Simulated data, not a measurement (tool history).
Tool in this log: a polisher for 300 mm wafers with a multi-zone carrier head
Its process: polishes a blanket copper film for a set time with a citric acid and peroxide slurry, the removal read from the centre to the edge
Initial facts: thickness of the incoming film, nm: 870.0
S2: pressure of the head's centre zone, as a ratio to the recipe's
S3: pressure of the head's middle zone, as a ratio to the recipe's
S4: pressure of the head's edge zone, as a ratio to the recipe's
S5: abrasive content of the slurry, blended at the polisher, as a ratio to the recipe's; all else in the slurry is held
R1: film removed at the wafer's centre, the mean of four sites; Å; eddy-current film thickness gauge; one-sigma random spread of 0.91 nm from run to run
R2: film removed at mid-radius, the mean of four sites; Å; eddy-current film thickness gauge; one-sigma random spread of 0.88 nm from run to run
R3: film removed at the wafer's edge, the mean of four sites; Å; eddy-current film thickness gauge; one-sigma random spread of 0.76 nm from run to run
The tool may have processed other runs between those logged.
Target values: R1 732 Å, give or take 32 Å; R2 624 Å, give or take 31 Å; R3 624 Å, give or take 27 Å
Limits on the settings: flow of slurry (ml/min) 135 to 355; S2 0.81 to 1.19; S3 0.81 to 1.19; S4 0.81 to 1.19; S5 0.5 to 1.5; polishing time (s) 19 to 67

run 1 hour=0 | flow_of_slurry_(ml/min)=225 S2=1 S3=1 S4=1 S5=1 polishing_time_(s)=43 | R1=505.14 R2=508.63 R3=524.8
run 2 hour=1 | flow_of_slurry_(ml/min)=275 S2=1 S3=1 S4=1 S5=1 polishing_time_(s)=43 | R1=517.54 R2=515.55 R3=530.88
run 3 hour=4.3 | flow_of_slurry_(ml/min)=275 S2=1 S3=1 S4=1 S5=1 polishing_time_(s)=52 | R1=625.52 R2=641.67 R3=632.71
run 4 hour=5.1 | flow_of_slurry_(ml/min)=280 S2=1.04 S3=0.99 S4=0.99 S5=1 polishing_time_(s)=52 | R1=655.39 R2=612.96 R3=642.01
run 5 hour=12.5 | flow_of_slurry_(ml/min)=305 S2=1.04 S3=0.99 S4=0.99 S5=1 polishing_time_(s)=52 | R1=644.53 R2=629.12 R3=649.42
run 6 hour=21.4 | flow_of_slurry_(ml/min)=290 S2=1.08 S3=1.01 S4=0.96 S5=1 polishing_time_(s)=52 | R1=686.13 R2=647.51 R3=621.69
run 7 hour=22.3 | flow_of_slurry_(ml/min)=290 S2=1.1 S3=1 S4=0.96 S5=1 polishing_time_(s)=52 | R1=687.95 R2=628.78 R3=620.79
run 8 hour=26.9 | flow_of_slurry_(ml/min)=290 S2=1.12 S3=1 S4=0.96 S5=1 polishing_time_(s)=52 | R1=697.08 R2=631.11 R3=632.59

Exercise: of the 5 proposed moves below, exactly one satisfies all targets within the stated allowed misses. Which move is it?
run A hour=31.5 | flow_of_slurry_(ml/min)=290 S2=1.05 S3=1.04 S4=0.99 S5=1.05 polishing_time_(s)=51 | R1=? R2=? R3=?
run B hour=31.5 | flow_of_slurry_(ml/min)=275 S2=1.1 S3=1.16 S4=0.94 S5=0.9 polishing_time_(s)=51 | R1=? R2=? R3=?
run C hour=31.5 | flow_of_slurry_(ml/min)=295 S2=1.08 S3=1.04 S4=1 S5=1 polishing_time_(s)=51 | R1=? R2=? R3=?
run D hour=31.5 | flow_of_slurry_(ml/min)=295 S2=1.09 S3=1.03 S4=1.01 S5=0.9 polishing_time_(s)=51 | R1=? R2=? R3=?
run E hour=31.5 | flow_of_slurry_(ml/min)=275 S2=1.17 S3=0.98 S4=0.9 S5=0.95 polishing_time_(s)=53 | R1=? R2=? R3=?

move=A R1=652.45 R2=633.59 R3=625.77
move=B R1=664.34 R2=675.56 R3=598.59
move=C R1=666.91 R2=629.32 R3=623.26
move=D R1=661.86 R2=613.74 R3=614.74
move=E R1=740 R2=613.07 R3=621.43
A: moves away from the targets compared with the last run
B: moves away from the targets compared with the last run
C: moves away from the targets compared with the last run
D: moves away from the targets compared with the last run
E: all results in spec
So the answer is move E, the one that meets all the targets.
